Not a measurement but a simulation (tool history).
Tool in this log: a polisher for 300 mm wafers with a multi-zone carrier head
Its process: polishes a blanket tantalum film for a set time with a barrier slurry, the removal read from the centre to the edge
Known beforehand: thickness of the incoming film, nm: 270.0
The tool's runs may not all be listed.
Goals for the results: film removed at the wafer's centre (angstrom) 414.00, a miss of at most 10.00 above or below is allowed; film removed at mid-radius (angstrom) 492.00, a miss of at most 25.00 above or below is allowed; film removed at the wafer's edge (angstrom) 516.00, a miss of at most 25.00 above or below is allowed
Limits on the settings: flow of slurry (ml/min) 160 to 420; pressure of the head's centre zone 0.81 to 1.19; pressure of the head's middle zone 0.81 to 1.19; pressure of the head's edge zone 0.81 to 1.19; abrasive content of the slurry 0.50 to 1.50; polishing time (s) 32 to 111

| run | hour | flow of slurry (ml/min) | pressure of the head's centre zone | pressure of the head's middle zone | pressure of the head's edge zone | abrasive content of the slurry | polishing time (s) | film removed at the wafer's centre (angstrom) | film removed at mid-radius (angstrom) | film removed at the wafer's edge (angstrom) |
|---|---|---|---|---|---|---|---|---|---|---|
| 1 | 0.0 | 270 | 1.00 | 1.00 | 1.00 | 1.00 | 71 | 849.06 | 885.06 | 854.31 |
| 2 | 1.6 | 270 | 1.07 | 1.00 | 1.00 | 1.00 | 71 | 908.54 | 883.49 | 855.00 |
| 3 | 4.0 | 270 | 1.07 | 1.00 | 1.06 | 1.00 | 71 | 916.38 | 882.89 | 876.26 |
| 4 | 9.4 | 255 | 1.01 | 0.98 | 1.06 | 0.90 | 65 | 757.08 | 767.80 | 765.59 |
| 5 | 15.9 | 255 | 1.01 | 0.98 | 1.06 | 0.90 | 79 | 915.31 | 910.68 | 921.26 |
| 6 | 21.8 | 255 | 1.01 | 1.02 | 1.06 | 0.90 | 79 | 929.31 | 949.82 | 943.08 |
| 7 | 28.2 | 240 | 0.96 | 1.00 | 1.07 | 0.80 | 71 | 764.71 | 834.15 | 809.16 |
| 8 | 31.3 | 230 | 0.92 | 0.97 | 1.10 | 0.75 | 65 | 649.95 | 717.36 | 750.16 |
| 9 | 38.8 | 205 | 0.82 | 0.93 | 1.00 | 0.50 | 45 | 340.31 | 411.36 | 405.46 |
| 10 | 44.3 | 205 | 0.82 | 0.93 | 1.00 | 0.50 | 45 | 336.67 | 402.49 | 408.92 |
| 11 | 47.6 | 230 | 0.84 | 0.95 | 1.05 | 0.50 | 44 | 343.10 | 404.57 | 417.11 |
| 12 | 48.3 | 225 | 0.85 | 0.97 | 1.08 | 0.55 | 44 | 357.96 | 425.84 | 442.01 |
| 13 | 53.2 | 220 | 0.86 | 0.99 | 1.10 | 0.60 | 44 | 379.38 | 440.39 | 456.29 |
| 14 | 54.5 | 225 | 0.86 | 1.01 | 1.12 | 0.60 | 44 | 375.54 | 460.40 | 471.35 |
| 15 | 56.6 | 225 | 0.87 | 1.02 | 1.14 | 0.60 | 44 | 382.23 | 468.93 | 463.85 |
| 16 | 59.9 | 230 | 0.87 | 1.02 | 1.15 | 0.65 | 44 | 393.47 | 475.11 | 482.61 |
| 17 | 68.3 | 230 | 0.87 | 1.02 | 1.16 | 0.65 | 44 | 395.75 | 482.44 | 485.85 |
| 18 | 76.0 | 230 | 0.87 | 1.01 | 1.17 | 0.65 | 44 | 393.46 | 488.58 | 495.67 |
| 19 | 84.2 | 230 | 0.88 | 1.00 | 1.17 | 0.65 | 44 | 400.96 | 465.54 | 487.20 |

Which of these 4 next moves meets every target?
| A | 92.4 | 240 | 0.92 | 1.13 | 1.00 | 0.50 | 48 | ? | ? | ? |
| B | 92.4 | 265 | 0.86 | 1.00 | 1.19 | 0.65 | 44 | ? | ? | ? |
| C | 92.4 | 235 | 0.87 | 1.01 | 1.19 | 0.55 | 46 | ? | ? | ? |
| D | 92.4 | 210 | 0.85 | 0.98 | 1.14 | 0.60 | 49 | ? | ? | ? |

| move | film removed at the wafer's centre (angstrom) | film removed at mid-radius (angstrom) | film removed at the wafer's edge (angstrom) |
|---|---|---|---|
| A | 412.45 | 515.45 | 459.31 |
| B | 394.44 | 475.50 | 513.16 |
| C | 387.32 | 465.83 | 499.67 |
| D | 412.39 | 495.72 | 534.78 |
A: the furthest-off result lands on target, but another misses its tolerance
B: lands further from the targets than the last run did
C: lands further from the targets than the last run did
D: each result inside its tolerance
D meets every target.
